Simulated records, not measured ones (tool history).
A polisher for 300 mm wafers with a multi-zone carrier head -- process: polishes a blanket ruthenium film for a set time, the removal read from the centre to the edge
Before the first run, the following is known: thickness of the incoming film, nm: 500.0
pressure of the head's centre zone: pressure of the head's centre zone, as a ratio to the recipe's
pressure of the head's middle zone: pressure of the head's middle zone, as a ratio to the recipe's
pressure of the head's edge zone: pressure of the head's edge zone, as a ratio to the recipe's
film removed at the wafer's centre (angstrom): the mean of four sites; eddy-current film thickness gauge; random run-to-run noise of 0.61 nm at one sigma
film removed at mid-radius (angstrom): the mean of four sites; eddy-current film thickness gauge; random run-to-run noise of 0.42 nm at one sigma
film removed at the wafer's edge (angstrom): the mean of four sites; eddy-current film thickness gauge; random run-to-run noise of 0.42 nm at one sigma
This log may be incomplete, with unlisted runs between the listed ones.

run  hour  flow of slurry (ml/min)  pressure of the head's centre zone  pressure of the head's middle zone  pressure of the head's edge zone  polishing time (s)  film removed at the wafer's centre (angstrom)  film removed at mid-radius (angstrom)  film removed at the wafer's edge (angstrom)
  1   0.0                      175                                1.00                                1.00                              1.00                  74                                         978.57                                 938.69                                       995.22
  2   5.5                      175                                1.00                                1.00                              1.07                  74                                         969.00                                 947.32                                      1019.90
  3   9.5                      170                                1.00                                0.99                              1.03                  67                                         882.56                                 843.69                                       901.16
  4  13.6                      165                                0.99                                0.98                              0.99                  62                                         808.57                                 777.98                                       818.82
  5  16.4                      165                                0.99                                0.98                              0.93                  62                                         806.91                                 788.96                                       790.64
  6  19.0                      165                                0.99                                0.94                              0.93                  62                                         814.77                                 753.00                                       797.73
  7  22.6                      160                                0.98                                0.93                              0.91                  59                                         741.67                                 709.20                                       750.89
  8  26.9                      155                                0.98                                0.92                              0.89                  57                                         710.49                                 678.08                                       713.93
  9  28.6                      150                                0.99                                0.91                              0.87                  56                                         712.70                                 662.38                                       694.18

What will run 10 give?
 10  37.2                      125                                0.96                                0.87                              0.81                  49                                              ?                                      ?                                            ?

Run 10 came out at film removed at the wafer's centre (angstrom) 589.68, film removed at mid-radius (angstrom) 547.05, film removed at the wafer's edge (angstrom) 577.71.
